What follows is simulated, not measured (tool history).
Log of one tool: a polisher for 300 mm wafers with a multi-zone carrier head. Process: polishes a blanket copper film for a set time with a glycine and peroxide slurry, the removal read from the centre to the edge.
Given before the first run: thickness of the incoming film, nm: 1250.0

| run | hour | flow of slurry (ml/min) | pressure of the head's centre zone | pressure of the head's middle zone | pressure of the head's edge zone | polishing time (s) | film removed at the wafer's centre (nm) | film removed at mid-radius (nm) | film removed at the wafer's edge (nm) |
|---|---|---|---|---|---|---|---|---|---|
| 1 | 0.0 | 230 | 1.00 | 1.00 | 1.00 | 76 | 380.58 | 381.90 | 393.49 |
| 2 | 1.9 | 230 | 1.00 | 1.00 | 1.00 | 59 | 295.59 | 294.67 | 303.74 |
| 3 | 9.2 | 220 | 0.97 | 0.99 | 1.01 | 59 | 285.10 | 291.35 | 303.08 |
| 4 | 12.6 | 210 | 0.95 | 0.98 | 1.03 | 59 | 279.06 | 287.04 | 305.39 |
| 5 | 16.9 | 210 | 0.95 | 0.98 | 1.03 | 46 | 216.31 | 224.81 | 236.79 |
| 6 | 20.7 | 210 | 0.95 | 0.93 | 1.03 | 46 | 215.04 | 215.13 | 235.40 |
| 7 | 21.9 | 220 | 0.94 | 0.95 | 1.06 | 48 | 224.46 | 231.01 | 254.53 |

Run 8 comes next. What will it give?
| 8 | 27.7 | 240 | 0.94 | 0.97 | 1.08 | 48 | ? | ? | ? |

Logged for run 8: film removed at the wafer's centre (nm) 226.88, film removed at mid-radius (nm) 237.69, film removed at the wafer's edge (nm) 256.42.
